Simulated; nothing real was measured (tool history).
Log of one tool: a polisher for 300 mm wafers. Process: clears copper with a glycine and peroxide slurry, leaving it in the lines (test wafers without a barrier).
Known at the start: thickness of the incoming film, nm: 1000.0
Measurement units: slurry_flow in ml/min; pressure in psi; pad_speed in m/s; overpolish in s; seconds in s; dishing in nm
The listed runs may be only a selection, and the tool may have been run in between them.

| run | hour | slurry_flow | pressure | pad_speed | overpolish | seconds | dishing |
|---|---|---|---|---|---|---|---|
| 1 | 0 | 210 | 2.9 | 1.26 | 11 | 188.19 | 43.397 |
| 2 | 1.7 | 210 | 2.3 | 1.26 | 11 | 228.06 | 36.138 |
| 3 | 9.3 | 210 | 2.5 | 1.26 | 10 | 209.68 | 33.353 |
| 4 | 12 | 210 | 2.5 | 1.14 | 10 | 229.44 | 33.179 |
| 5 | 18.7 | 210 | 2.7 | 1.16 | 9 | 213.61 | 31.847 |
| 6 | 19.8 | 210 | 2.7 | 1.16 | 6 | 213.6 | 22.069 |
| 7 | 20.8 | 210 | 2.9 | 1.16 | 6 | 199.48 | 23.294 |

For run 8, what comes out?
| 8 | 24.5 | 210 | 3 | 1.16 | 6 | ? | ? |

Run 8 measured seconds 190.87 s, dishing 23.586 nm.

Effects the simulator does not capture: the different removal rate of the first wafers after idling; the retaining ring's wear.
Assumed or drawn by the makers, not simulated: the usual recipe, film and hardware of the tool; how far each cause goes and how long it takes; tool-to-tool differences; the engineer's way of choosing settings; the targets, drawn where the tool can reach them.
